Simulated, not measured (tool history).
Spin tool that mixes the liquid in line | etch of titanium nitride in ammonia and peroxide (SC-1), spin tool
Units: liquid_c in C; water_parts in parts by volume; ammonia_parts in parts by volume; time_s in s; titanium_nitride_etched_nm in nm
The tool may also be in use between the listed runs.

run  hour  liquid_c  water_parts  ammonia_parts  time_s  titanium_nitride_etched_nm
  1     0        54           21           0.55     270                      24.282
  2   6.1        54           21           0.75     270                      25.502
  3  10.7        60           21           0.75     270                      38.121
  4  12.2        60           21           0.75     270                      38.416
  5  13.8        60           21           0.95     270                       39.98
  6  19.4        60           21           0.95     270                       39.76

The next listed run, before its measurement:
  7  25.7        58           21           0.95     270                           ?

Run 7 gave titanium_nitride_etched_nm 35.014 nm.
